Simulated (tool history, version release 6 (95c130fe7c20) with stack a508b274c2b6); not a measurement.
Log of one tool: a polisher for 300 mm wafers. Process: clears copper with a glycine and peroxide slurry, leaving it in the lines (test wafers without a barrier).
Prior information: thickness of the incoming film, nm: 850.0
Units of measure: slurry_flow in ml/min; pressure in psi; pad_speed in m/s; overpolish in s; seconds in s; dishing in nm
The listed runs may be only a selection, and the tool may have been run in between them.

run,hour,slurry_flow,pressure,pad_speed,overpolish,seconds,dishing
1,0.0,295,3.4,0.88,22,142.56,73.857
2,0.9,240,3.4,0.88,22,144.37,73.754
3,9.7,240,3.4,0.88,28,144.96,86.641
4,11.4,240,2.7,0.88,28,177.38,74.978
5,14.5,175,2.7,0.88,28,184.79,72.955
6,20.8,175,3.4,0.88,28,147.99,82.804
7,25.7,175,2.8,0.82,28,187.39,71.673
8,30.2,175,2.4,0.78,28,219.10,63.543
9,32.7,175,2.1,0.76,28,237.99,57.550

What will run 10 give?
10,40.9,175,1.9,0.74,29,?,?

{"run 10": {"seconds": 268.98, "dishing": 55.007}}
